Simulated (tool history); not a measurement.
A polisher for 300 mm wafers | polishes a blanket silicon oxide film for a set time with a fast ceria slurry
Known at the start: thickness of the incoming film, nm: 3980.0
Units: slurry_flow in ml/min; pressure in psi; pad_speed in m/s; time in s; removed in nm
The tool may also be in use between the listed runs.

run,hour,slurry_flow,pressure,pad_speed,time,removed
1,0.0,260,3.3,1.00,63,1224.30
2,3.3,235,3.3,1.00,63,1217.90
3,7.2,235,3.3,1.00,63,1226.90
4,8.1,235,2.6,1.00,63,993.02
5,12.3,235,3.1,1.00,63,1146.50
6,16.4,235,3.1,0.80,63,923.72

Run 7 comes next. What will it give?
7,21.0,235,3.6,0.80,63,?

removed: 1074.10 nm

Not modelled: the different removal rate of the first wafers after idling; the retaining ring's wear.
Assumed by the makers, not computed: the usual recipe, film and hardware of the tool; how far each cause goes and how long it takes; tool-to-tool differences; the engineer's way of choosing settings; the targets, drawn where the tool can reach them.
